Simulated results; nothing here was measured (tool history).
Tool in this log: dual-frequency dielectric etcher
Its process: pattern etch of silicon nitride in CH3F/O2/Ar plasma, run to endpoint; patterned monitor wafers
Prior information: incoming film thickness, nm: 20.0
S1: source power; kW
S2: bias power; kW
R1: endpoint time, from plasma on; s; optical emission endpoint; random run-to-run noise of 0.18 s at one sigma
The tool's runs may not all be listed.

| run | day | S1 | S2 | R1 |
|---|---|---|---|---|
| 1 | 0 | 0.55 | 0.077 | 26.562 |
| 2 | 0.162 | 0.55 | 0.065 | 28.255 |
| 3 | 0.496 | 0.55 | 0.055 | 29.743 |
| 4 | 0.808 | 0.55 | 0.061 | 28.845 |
| 5 | 1.017 | 0.62 | 0.061 | 26.825 |
| 6 | 1.175 | 0.7 | 0.061 | 25.986 |
| 7 | 1.325 | 0.71 | 0.064 | 24.957 |

Run 8, settings as shown, results not yet in. Your forecast:
| 8 | 1.625 | 0.72 | 0.065 | ? |

R1: 24.439 s
